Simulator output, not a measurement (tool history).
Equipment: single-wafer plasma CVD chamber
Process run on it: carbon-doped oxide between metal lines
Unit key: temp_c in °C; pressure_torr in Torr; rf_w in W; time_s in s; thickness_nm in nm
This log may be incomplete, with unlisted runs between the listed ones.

run	hour	temp_c	pressure_torr	rf_w	time_s	thickness_nm
1	0	335	5.38	400	22.7	120.56
2	6	335	5.38	455	22.7	135.84
3	8.5	335	5.38	455	22.7	136.34
4	12.2	331	5.38	455	22.7	137.56
5	18.1	331	5.38	455	22.7	137.36
6	22.6	331	5.38	405	22.7	123.55
7	25.1	328	5.67	415	22.7	127.96

For run 8, what comes out?
8	26.8	316	6.75	445	22.7	?

thickness_nm: 145.19 nm

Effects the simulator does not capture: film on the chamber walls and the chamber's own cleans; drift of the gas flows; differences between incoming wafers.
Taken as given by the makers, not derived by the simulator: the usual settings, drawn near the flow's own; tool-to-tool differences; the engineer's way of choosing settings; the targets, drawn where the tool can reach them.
